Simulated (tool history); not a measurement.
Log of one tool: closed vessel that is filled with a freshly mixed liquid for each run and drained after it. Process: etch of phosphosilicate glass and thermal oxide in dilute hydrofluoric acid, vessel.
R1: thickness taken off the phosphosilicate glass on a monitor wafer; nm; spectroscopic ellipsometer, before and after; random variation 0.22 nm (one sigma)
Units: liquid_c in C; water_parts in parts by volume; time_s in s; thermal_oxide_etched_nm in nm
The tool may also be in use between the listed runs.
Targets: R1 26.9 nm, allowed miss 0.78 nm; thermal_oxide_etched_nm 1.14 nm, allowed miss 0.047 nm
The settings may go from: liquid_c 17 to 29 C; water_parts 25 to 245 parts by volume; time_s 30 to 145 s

run 1 hour=0 | liquid_c=21 water_parts=135 time_s=75 | R1=55.767 thermal_oxide_etched_nm=2.3588
run 2 hour=4.6 | liquid_c=21 water_parts=160 time_s=75 | R1=46.13 thermal_oxide_etched_nm=1.9918
run 3 hour=11.3 | liquid_c=24.5 water_parts=160 time_s=75 | R1=52.945 thermal_oxide_etched_nm=2.2398
run 4 hour=12.9 | liquid_c=23 water_parts=160 time_s=75 | R1=49.932 thermal_oxide_etched_nm=2.107
run 5 hour=14.7 | liquid_c=21.5 water_parts=175 time_s=75 | R1=42.153 thermal_oxide_etched_nm=1.8002
run 6 hour=17.2 | liquid_c=24 water_parts=175 time_s=75 | R1=46.577 thermal_oxide_etched_nm=1.9867
run 7 hour=24.7 | liquid_c=22 water_parts=185 time_s=75 | R1=40.345 thermal_oxide_etched_nm=1.6885
run 8 hour=25.6 | liquid_c=20.5 water_parts=195 time_s=75 | R1=35.917 thermal_oxide_etched_nm=1.496

Which of these 4 next moves meets every target?
run A hour=26.5 | liquid_c=18 water_parts=205 time_s=70 | R1=? thermal_oxide_etched_nm=?
run B hour=26.5 | liquid_c=17 water_parts=220 time_s=80 | R1=? thermal_oxide_etched_nm=?
run C hour=26.5 | liquid_c=19 water_parts=180 time_s=55 | R1=? thermal_oxide_etched_nm=?
run D hour=26.5 | liquid_c=17 water_parts=215 time_s=80 | R1=? thermal_oxide_etched_nm=?

move=A R1=28.18 thermal_oxide_etched_nm=1.199
move=B R1=28.457 thermal_oxide_etched_nm=1.2108
move=C R1=26.865 thermal_oxide_etched_nm=1.1431
move=D R1=29.25 thermal_oxide_etched_nm=1.2446
A: nearer than the last run, and not there yet
B: nearer than the last run, and not there yet
C: meets every target
D: nearer than the last run, and not there yet
Move C is the one to make.
